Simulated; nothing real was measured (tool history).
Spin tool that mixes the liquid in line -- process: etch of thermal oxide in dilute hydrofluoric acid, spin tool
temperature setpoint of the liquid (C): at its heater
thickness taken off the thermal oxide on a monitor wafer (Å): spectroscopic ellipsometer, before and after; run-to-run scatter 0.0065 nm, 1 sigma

run,hour,temperature setpoint of the liquid (C),parts of water to one part of 49 % hydrofluoric acid (parts by volume),time under the liquid (s),thickness taken off the thermal oxide on a monitor wafer (Å)
1,0,21,215,85,14.082
2,6.5,21,215,85,13.826
3,12.9,22.5,215,85,14.718
4,17,20.5,215,85,13.589
5,23.5,20.5,145,85,21.693
6,29.1,20.5,145,85,22.062

For run 7, what comes out?
7,33.1,20,160,85,?

thickness taken off the thermal oxide on a monitor wafer (Å): 18.933
